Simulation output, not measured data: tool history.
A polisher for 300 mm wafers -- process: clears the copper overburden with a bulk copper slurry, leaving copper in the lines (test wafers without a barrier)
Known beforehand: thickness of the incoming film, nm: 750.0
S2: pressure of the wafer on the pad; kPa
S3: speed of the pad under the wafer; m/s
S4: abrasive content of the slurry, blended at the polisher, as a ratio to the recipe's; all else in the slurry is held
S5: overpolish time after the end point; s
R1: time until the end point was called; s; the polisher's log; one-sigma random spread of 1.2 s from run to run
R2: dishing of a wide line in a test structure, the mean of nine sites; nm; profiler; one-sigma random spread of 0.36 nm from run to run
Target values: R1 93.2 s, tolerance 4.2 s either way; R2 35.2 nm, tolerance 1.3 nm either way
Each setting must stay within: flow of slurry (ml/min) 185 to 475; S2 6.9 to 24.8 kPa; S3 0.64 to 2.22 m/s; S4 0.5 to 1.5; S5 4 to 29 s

Run 1, day 0: flow of slurry (ml/min) 305, S2 15.9 kPa, S3 1.42 m/s, S4 1, S5 15 s. Result: R1 61.924 s, R2 65.442 nm.
Run 2, day 0.308: flow of slurry (ml/min) 305, S2 14.5 kPa, S3 1.44 m/s, S4 1, S5 14 s. Result: R1 65.617 s, R2 60.153 nm.
Run 3, day 0.367: flow of slurry (ml/min) 305, S2 13.8 kPa, S3 1.44 m/s, S4 1, S5 13 s. Result: R1 69.712 s, R2 56.427 nm.
Run 4, day 0.546: flow of slurry (ml/min) 330, S2 13.8 kPa, S3 1.44 m/s, S4 1, S5 13 s. Result: R1 69.134 s, R2 56.377 nm.
Run 5, day 0.588: flow of slurry (ml/min) 330, S2 13.1 kPa, S3 1.44 m/s, S4 1, S5 12 s. Result: R1 72.322 s, R2 52.899 nm.
Run 6, day 0.8: flow of slurry (ml/min) 330, S2 12.4 kPa, S3 1.46 m/s, S4 1, S5 11 s. Result: R1 73.517 s, R2 48.804 nm.
Run 7, day 1.075: flow of slurry (ml/min) 330, S2 11.7 kPa, S3 1.46 m/s, S4 1, S5 11 s. Result: R1 79.48 s, R2 47.17 nm.
Run 8, day 1.308: flow of slurry (ml/min) 330, S2 8.3 kPa, S3 1.52 m/s, S4 1, S5 4 s. Result: R1 105.22 s, R2 17.414 nm.
Run 9, day 1.479: flow of slurry (ml/min) 345, S2 9 kPa, S3 1.48 m/s, S4 1, S5 4 s. Result: R1 103.23 s, R2 18.301 nm.
Run 10, day 1.592: flow of slurry (ml/min) 345, S2 9.7 kPa, S3 1.44 m/s, S4 1, S5 5 s. Result: R1 96.44 s, R2 22.671 nm.

Exactly one of the 5 candidate moves below puts every result within its allowed miss. Which one?
Run A, day 1.704: flow of slurry (ml/min) 435, S2 10.3 kPa, S3 1.44 m/s, S4 0.75, S5 12 s. Result: R1 ?, R2 ?.
Run B, day 1.704: flow of slurry (ml/min) 340, S2 10.3 kPa, S3 1.26 m/s, S4 0.9, S5 12 s. Result: R1 ?, R2 ?.
Run C, day 1.704: flow of slurry (ml/min) 300, S2 11.7 kPa, S3 1.24 m/s, S4 1, S5 12 s. Result: R1 ?, R2 ?.
Run D, day 1.704: flow of slurry (ml/min) 425, S2 9 kPa, S3 1.56 m/s, S4 0.95, S5 9 s. Result: R1 ?, R2 ?.
Run E, day 1.704: flow of slurry (ml/min) 360, S2 10.3 kPa, S3 1.32 m/s, S4 0.95, S5 14 s. Result: R1 ?, R2 ?.

move      R1      R2
   A  92.941  42.693
   B  104.81  39.781
   C  93.929   43.44
   D  95.184  34.435
   E  98.878  44.919
A: the result that was furthest off in the last run now lies on the other side of its target
B: the result that was furthest off in the last run now lies on the other side of its target
C: the result that was furthest off in the last run now lies on the other side of its target
D: hits every target within its allowed miss
E: the result that was furthest off in the last run now lies on the other side of its target
Go with D: it meets all targets.
